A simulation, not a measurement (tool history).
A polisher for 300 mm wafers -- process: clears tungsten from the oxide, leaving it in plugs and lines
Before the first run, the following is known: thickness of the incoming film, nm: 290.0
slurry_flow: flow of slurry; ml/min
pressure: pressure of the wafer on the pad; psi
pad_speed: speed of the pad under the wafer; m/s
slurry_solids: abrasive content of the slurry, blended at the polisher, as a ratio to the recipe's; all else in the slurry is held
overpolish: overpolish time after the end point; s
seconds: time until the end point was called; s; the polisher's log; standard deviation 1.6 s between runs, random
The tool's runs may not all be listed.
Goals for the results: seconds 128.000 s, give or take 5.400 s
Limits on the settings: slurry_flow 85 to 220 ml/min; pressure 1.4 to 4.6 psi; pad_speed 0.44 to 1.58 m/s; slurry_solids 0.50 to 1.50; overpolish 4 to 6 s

run	hour	slurry_flow	pressure	pad_speed	slurry_solids	overpolish	seconds
1	0.0	140	3.0	1.00	1.00	6	92.487
2	7.6	140	2.9	1.00	1.00	6	97.671
3	16.4	125	2.9	1.00	1.00	6	97.801
4	19.5	160	2.9	1.00	1.00	6	94.335
5	24.1	160	2.9	1.00	1.20	6	89.812
6	26.5	160	3.2	1.00	1.20	6	84.223
7	32.8	160	3.0	1.00	1.20	6	89.119
8	37.9	160	2.8	1.00	1.20	6	95.562
9	40.1	160	2.7	1.00	1.20	6	97.529
10	42.3	160	2.6	1.00	1.20	6	98.953
11	47.1	160	2.5	1.00	1.20	6	105.400
12	50.8	160	2.4	1.00	1.20	6	111.060
13	56.4	155	2.2	1.00	1.20	6	118.180

Which one of the following 5 next-run settings gets every result inside its allowed miss? There is exactly one.
A	62.0	145	2.2	1.08	1.15	4	?
B	62.0	155	2.5	0.98	1.25	4	?
C	62.0	155	2.1	1.08	1.30	6	?
D	62.0	205	2.2	0.78	1.35	6	?
E	62.0	135	2.1	1.02	1.05	4	?

move	seconds
A	112.770
B	106.780
C	113.950
D	142.710
E	128.250
A: moves away from the targets compared with the last run
B: moves away from the targets compared with the last run
C: moves away from the targets compared with the last run
D: moves the result that the last run missed by most past its target, out the other side
E: each result inside its tolerance
The move that meets every target is E.
